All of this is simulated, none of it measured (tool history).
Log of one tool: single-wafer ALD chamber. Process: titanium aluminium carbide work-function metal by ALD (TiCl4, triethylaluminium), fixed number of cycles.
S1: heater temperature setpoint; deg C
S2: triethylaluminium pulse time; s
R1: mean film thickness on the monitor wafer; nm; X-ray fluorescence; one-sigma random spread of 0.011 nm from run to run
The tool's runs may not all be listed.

{"run": 1, "hour": 0.0, "S1": 300, "S2": 11.47, "R1": 1.9454}
{"run": 2, "hour": 6.7, "S1": 305, "S2": 12.72, "R1": 2.0285}
{"run": 3, "hour": 9.2, "S1": 310, "S2": 12.72, "R1": 2.0901}
{"run": 4, "hour": 17.4, "S1": 313, "S2": 12.93, "R1": 2.1098}
{"run": 5, "hour": 25.1, "S1": 313, "S2": 10.94, "R1": 2.0531}
{"run": 6, "hour": 30.8, "S1": 313, "S2": 9.42, "R1": 1.944}
{"run": 7, "hour": 39.2, "S1": 313, "S2": 9.42, "R1": 1.9482}
{"run": 8, "hour": 40.2, "S1": 315, "S2": 10.4, "R1": 2.0284}

The next listed run, before its measurement:
{"run": 9, "hour": 41.2, "S1": 317, "S2": 11.06, "R1": "?"}

{"run 9": {"R1": 2.0793}}

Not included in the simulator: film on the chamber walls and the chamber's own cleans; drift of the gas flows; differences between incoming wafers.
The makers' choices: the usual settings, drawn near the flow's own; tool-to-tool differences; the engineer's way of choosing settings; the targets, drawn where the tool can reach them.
